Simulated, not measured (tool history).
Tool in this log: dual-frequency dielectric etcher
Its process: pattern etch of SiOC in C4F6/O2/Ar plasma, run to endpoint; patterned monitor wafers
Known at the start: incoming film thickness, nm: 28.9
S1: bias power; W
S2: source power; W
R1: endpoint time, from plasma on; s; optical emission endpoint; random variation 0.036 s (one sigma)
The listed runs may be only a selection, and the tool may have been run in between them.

run  hour   S1   S2      R1
  1     0  649  350  10.759
  2   8.2  649  380  10.532
  3  16.8  763  380  10.002
  4    23  778  380  9.8705
  5  26.4  789  380  9.9065
  6  30.7  724  380  10.174
  7  34.5  743  380  10.076
  8  35.1  760  380  10.032
  9  36.3  776  380  9.9527
 10  37.5  790  380  9.7954

What will run 11 give?
 11  40.9  790  380   ?

Run 11 yielded R1 9.8486 s.
